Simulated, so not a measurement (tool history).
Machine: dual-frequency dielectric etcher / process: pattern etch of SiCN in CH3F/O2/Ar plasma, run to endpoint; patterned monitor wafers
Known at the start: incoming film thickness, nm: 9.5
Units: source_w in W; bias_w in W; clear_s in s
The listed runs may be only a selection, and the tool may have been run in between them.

run	hour	source_w	bias_w	clear_s
1	0	550	70	21.801
2	3.7	550	60	22.66
3	4.8	490	59	23.697
4	11.9	550	59	22.629
5	17.5	520	59	23.087
6	22.2	470	58	24.092

What does the tool deliver on the next run?
7	23.6	440	58	?

clear_s: 24.428 s

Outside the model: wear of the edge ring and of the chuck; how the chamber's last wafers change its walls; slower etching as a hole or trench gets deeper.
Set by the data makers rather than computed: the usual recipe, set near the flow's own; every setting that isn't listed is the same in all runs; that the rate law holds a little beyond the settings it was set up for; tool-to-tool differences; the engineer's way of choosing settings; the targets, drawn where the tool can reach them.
